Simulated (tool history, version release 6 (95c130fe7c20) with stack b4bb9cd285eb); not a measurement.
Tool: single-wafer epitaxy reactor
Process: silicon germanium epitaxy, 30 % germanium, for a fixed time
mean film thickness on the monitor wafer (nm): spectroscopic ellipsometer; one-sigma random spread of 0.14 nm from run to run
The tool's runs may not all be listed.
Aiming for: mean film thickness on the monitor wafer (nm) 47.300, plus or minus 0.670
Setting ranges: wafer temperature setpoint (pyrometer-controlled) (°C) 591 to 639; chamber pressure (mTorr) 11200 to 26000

run,hour,wafer temperature setpoint (pyrometer-controlled) (°C),chamber pressure (mTorr),mean film thickness on the monitor wafer (nm)
1,0.0,615,18600,72.844
2,8.2,605,18600,59.325
3,16.0,601,18600,54.639
4,19.4,599,18600,52.375
5,23.0,597,18600,50.098
6,28.8,597,21600,54.000
7,31.3,595,21500,51.593
8,38.1,594,21400,50.512
9,46.6,593,21300,49.287

Which of these 5 next moves meets every target?
A,55.1,594,21600,?
B,55.1,597,18500,?
C,55.1,592,20400,?
D,55.1,594,21300,?
E,55.1,592,23400,?

move,mean film thickness on the monitor wafer (nm)
A,50.713
B,50.267
C,47.327
D,50.386
E,50.413
A: further off than the last run
B: further off than the last run
C: hits every target within its allowed miss
D: further off than the last run
E: further off than the last run
Answer: C
